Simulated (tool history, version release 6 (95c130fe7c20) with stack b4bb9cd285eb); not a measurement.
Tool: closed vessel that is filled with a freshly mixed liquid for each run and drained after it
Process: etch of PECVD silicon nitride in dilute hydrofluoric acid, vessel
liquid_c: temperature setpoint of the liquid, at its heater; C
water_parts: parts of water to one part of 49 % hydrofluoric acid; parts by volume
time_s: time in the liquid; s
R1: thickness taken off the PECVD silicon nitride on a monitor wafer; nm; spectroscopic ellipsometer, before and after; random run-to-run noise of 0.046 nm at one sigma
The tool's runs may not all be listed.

Run 1, hour 0.0: liquid_c 26.0 C, water_parts 235 parts by volume, time_s 930 s. Result: R1 15.5210 nm.
Run 2, hour 6.7: liquid_c 28.0 C, water_parts 235 parts by volume, time_s 930 s. Result: R1 17.7180 nm.
Run 3, hour 13.8: liquid_c 27.0 C, water_parts 240 parts by volume, time_s 930 s. Result: R1 16.1620 nm.
Run 4, hour 20.3: liquid_c 26.0 C, water_parts 245 parts by volume, time_s 930 s. Result: R1 14.7680 nm.
Run 5, hour 27.8: liquid_c 25.0 C, water_parts 250 parts by volume, time_s 930 s. Result: R1 13.7700 nm.
Run 6, hour 36.6: liquid_c 25.0 C, water_parts 185 parts by volume, time_s 930 s. Result: R1 18.7450 nm.
Run 7, hour 42.4: liquid_c 24.5 C, water_parts 195 parts by volume, time_s 930 s. Result: R1 17.1930 nm.
Run 8, hour 45.0: liquid_c 20.5 C, water_parts 290 parts by volume, time_s 920 s. Result: R1 9.0449 nm.
Run 9, hour 52.3: liquid_c 20.5 C, water_parts 295 parts by volume, time_s 920 s. Result: R1 8.8204 nm.

Estimate the outcome of run 10 from the log above:
Run 10, hour 54.4: liquid_c 19.0 C, water_parts 310 parts by volume, time_s 920 s. Result: R1 ?.

{"run 10": {"R1": 7.6442}}
